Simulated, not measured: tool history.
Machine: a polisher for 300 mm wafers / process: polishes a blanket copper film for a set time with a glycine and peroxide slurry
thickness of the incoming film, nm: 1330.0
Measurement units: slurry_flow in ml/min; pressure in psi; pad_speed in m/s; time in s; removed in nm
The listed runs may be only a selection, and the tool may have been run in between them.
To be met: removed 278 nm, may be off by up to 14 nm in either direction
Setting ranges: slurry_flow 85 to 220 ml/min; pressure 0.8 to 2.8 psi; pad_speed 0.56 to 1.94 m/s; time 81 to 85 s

run 1 day=0 | slurry_flow=140 pressure=1.8 pad_speed=1.24 time=81 | removed=408.56
run 2 day=0.246 | slurry_flow=140 pressure=1.6 pad_speed=1.22 time=81 | removed=373.84
run 3 day=0.442 | slurry_flow=175 pressure=1.6 pad_speed=1.22 time=81 | removed=391.03
run 4 day=0.625 | slurry_flow=170 pressure=1.4 pad_speed=1.2 time=81 | removed=351.29
run 5 day=0.658 | slurry_flow=170 pressure=1.3 pad_speed=1.18 time=81 | removed=319.59
run 6 day=0.708 | slurry_flow=170 pressure=1.3 pad_speed=1.18 time=85 | removed=342.57
run 7 day=0.908 | slurry_flow=165 pressure=1.2 pad_speed=1.18 time=85 | removed=329.81
run 8 day=0.938 | slurry_flow=165 pressure=1.1 pad_speed=1.18 time=85 | removed=300.79
run 9 day=1.125 | slurry_flow=160 pressure=1.1 pad_speed=1.18 time=85 | removed=300.6

Which one of the following 5 next-run settings gets every result inside its allowed miss? There is exactly one.
run A day=1.312 | slurry_flow=140 pressure=0.8 pad_speed=1.26 time=83 | removed=?
run B day=1.312 | slurry_flow=155 pressure=0.9 pad_speed=1.44 time=85 | removed=?
run C day=1.312 | slurry_flow=130 pressure=1.1 pad_speed=0.92 time=84 | removed=?
run D day=1.312 | slurry_flow=145 pressure=1.2 pad_speed=1.08 time=81 | removed=?
run E day=1.312 | slurry_flow=160 pressure=1 pad_speed=1.28 time=85 | removed=?

move=A removed=241.62
move=B removed=297.06
move=C removed=239.27
move=D removed=277.43
move=E removed=295.3
A: takes the biggest miss from the last run beyond its target
B: better than the last run, though not everything is in spec
C: takes the biggest miss from the last run beyond its target
D: all results land within tolerance of their targets
E: better than the last run, though not everything is in spec
Go with D: it meets all targets.
